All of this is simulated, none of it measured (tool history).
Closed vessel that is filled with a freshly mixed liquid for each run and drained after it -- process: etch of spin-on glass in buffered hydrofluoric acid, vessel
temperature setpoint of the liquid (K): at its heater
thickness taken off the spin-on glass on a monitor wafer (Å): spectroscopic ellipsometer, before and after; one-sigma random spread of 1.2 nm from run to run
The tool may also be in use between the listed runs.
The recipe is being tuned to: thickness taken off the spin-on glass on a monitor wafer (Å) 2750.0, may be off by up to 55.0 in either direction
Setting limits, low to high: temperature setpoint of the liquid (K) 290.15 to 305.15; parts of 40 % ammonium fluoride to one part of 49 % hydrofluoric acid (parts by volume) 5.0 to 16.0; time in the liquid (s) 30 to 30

run	day	temperature setpoint of the liquid (K)	parts of 40 % ammonium fluoride to one part of 49 % hydrofluoric acid (parts by volume)	time in the liquid (s)	thickness taken off the spin-on glass on a monitor wafer (Å)
1	0.000	297.15	9.5	30	1223.1
2	0.183	298.65	9.0	30	1376.3
3	0.354	298.65	9.0	30	1378.3
4	0.742	298.65	10.5	30	1226.9
5	0.971	300.15	10.5	30	1324.6
6	1.342	300.15	10.5	30	1343.5
7	1.633	300.15	10.5	30	1316.9
8	1.942	301.15	9.5	30	1529.2
9	2.238	301.65	8.5	30	1725.4
10	2.504	305.15	5.5	30	3129.6

Consider the 5 candidate settings below. Which is the only one whose results all fall within their allowed miss of target?
A	2.771	305.15	6.0	30	?
B	2.771	304.65	5.5	30	?
C	2.771	304.65	6.0	30	?
D	2.771	304.65	5.0	30	?
E	2.771	304.15	6.0	30	?

move	thickness taken off the spin-on glass on a monitor wafer (Å)
A	2912.3
B	3054.5
C	2838.0
D	3309.8
E	2765.3
A: moves toward the targets from the last run without getting all of them in spec
B: moves toward the targets from the last run without getting all of them in spec
C: moves toward the targets from the last run without getting all of them in spec
D: its largest miss is bigger than the last run's
E: meets every target
Answer: E
